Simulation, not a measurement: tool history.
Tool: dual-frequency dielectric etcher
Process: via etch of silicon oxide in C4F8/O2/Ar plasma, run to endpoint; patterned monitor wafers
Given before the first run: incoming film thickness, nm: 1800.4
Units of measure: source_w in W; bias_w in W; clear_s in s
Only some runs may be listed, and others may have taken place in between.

run 1 hour=0.0 | source_w=1610 bias_w=1469 | clear_s=396.74
run 2 hour=7.2 | source_w=1610 bias_w=1304 | clear_s=411.02
run 3 hour=10.5 | source_w=1610 bias_w=1186 | clear_s=425.10
run 4 hour=12.8 | source_w=1610 bias_w=1352 | clear_s=408.93
run 5 hour=18.1 | source_w=1560 bias_w=1334 | clear_s=416.35
run 6 hour=24.3 | source_w=1800 bias_w=1334 | clear_s=393.84

Run 7 is up next; what results do you expect?
run 7 hour=26.4 | source_w=1730 bias_w=1304 | clear_s=?

Run 7 gave clear_s 404.87 s.

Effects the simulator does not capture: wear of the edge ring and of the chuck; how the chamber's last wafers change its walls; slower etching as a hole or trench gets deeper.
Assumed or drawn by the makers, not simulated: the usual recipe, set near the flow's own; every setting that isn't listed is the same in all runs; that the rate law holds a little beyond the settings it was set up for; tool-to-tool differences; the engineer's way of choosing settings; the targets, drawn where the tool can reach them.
